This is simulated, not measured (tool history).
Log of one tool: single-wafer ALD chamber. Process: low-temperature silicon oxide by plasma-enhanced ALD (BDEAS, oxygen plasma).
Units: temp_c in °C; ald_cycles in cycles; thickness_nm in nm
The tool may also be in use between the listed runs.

{"run": 1, "hour": 0.0, "temp_c": 90, "ald_cycles": 44, "thickness_nm": 6.0407}
{"run": 2, "hour": 2.1, "temp_c": 80, "ald_cycles": 44, "thickness_nm": 6.2327}
{"run": 3, "hour": 5.4, "temp_c": 83, "ald_cycles": 42, "thickness_nm": 5.888}
{"run": 4, "hour": 8.3, "temp_c": 87, "ald_cycles": 42, "thickness_nm": 5.8204}
{"run": 5, "hour": 16.1, "temp_c": 89, "ald_cycles": 41, "thickness_nm": 5.6837}
{"run": 6, "hour": 24.0, "temp_c": 97, "ald_cycles": 41, "thickness_nm": 5.506}
{"run": 7, "hour": 25.6, "temp_c": 99, "ald_cycles": 41, "thickness_nm": 5.4591}
{"run": 8, "hour": 34.1, "temp_c": 100, "ald_cycles": 41, "thickness_nm": 5.4639}

Forecast run 9:
{"run": 9, "hour": 41.9, "temp_c": 101, "ald_cycles": 41, "thickness_nm": "?"}

{"run 9": {"thickness_nm": 5.4325}}

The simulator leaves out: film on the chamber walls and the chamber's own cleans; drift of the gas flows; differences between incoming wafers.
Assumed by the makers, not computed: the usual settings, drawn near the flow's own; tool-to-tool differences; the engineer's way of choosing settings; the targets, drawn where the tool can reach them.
